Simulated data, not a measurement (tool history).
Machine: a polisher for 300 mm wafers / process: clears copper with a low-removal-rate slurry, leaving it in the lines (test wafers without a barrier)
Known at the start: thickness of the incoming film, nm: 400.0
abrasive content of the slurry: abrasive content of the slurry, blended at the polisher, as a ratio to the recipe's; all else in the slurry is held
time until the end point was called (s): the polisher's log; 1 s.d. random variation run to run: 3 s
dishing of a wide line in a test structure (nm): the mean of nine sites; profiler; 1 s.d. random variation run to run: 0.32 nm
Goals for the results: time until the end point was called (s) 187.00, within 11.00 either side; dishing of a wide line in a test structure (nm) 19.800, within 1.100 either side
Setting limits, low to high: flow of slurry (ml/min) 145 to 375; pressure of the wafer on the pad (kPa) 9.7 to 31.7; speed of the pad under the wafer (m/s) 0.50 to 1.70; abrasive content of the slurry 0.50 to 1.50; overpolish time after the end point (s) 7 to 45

run    day  flow of slurry (ml/min)  pressure of the wafer on the pad (kPa)  speed of the pad under the wafer (m/s)  abrasive content of the slurry  overpolish time after the end point (s)  time until the end point was called (s)  dishing of a wide line in a test structure (nm)
  1  0.000                      240                                    20.7                                    1.10                            1.00                                       23                                   136.35                                           41.704
  2  0.200                      240                                    20.7                                    1.10                            0.90                                       23                                   141.75                                           40.310
  3  0.362                      240                                    20.7                                    1.10                            0.70                                       23                                   152.09                                           39.144
  4  0.642                      245                                    19.3                                    1.10                            0.75                                       20                                   158.05                                           33.843
  5  0.742                      245                                    19.3                                    1.10                            0.75                                       26                                   159.04                                           40.909
  6  1.038                      250                                    17.9                                    1.10                            0.75                                       22                                   171.18                                           34.061
  7  1.167                      250                                    17.2                                    1.10                            0.75                                       19                                   176.56                                           28.648
  8  1.371                      255                                    15.2                                    1.14                            0.75                                       10                                   188.04                                           14.966
  9  1.675                      255                                    15.9                                    1.12                            0.75                                       11                                   187.48                                           16.955
 10  1.779                      255                                    15.9                                    1.12                            0.75                                       12                                   185.74                                           18.162

Exactly one of the 5 candidate moves below puts every result within its allowed miss. Which one?
  A  1.883                      245                                    13.1                                    1.06                            1.10                                       18                                        ?                                                ?
  B  1.883                      285                                    16.5                                    1.10                            0.70                                       10                                        ?                                                ?
  C  1.883                      245                                    18.6                                    0.98                            0.70                                       13                                        ?                                                ?
  D  1.883                      250                                    14.5                                    1.30                            0.70                                       11                                        ?                                                ?
  E  1.883                      230                                    17.2                                    0.90                            0.80                                       15                                        ?                                                ?

move  time until the end point was called (s)  dishing of a wide line in a test structure (nm)
   A                                   219.74                                           22.438
   B                                   184.91                                           15.575
   C                                   187.65                                           19.607
   D                                   181.23                                           17.240
   E                                   214.52                                           19.720
A: pushes the last run's worst result past its target
B: misses by more than the last run did
C: in spec on every target
D: misses by more than the last run did
E: brings the last run's worst result on target, with another outside its allowed miss
Go with C: it meets all targets.
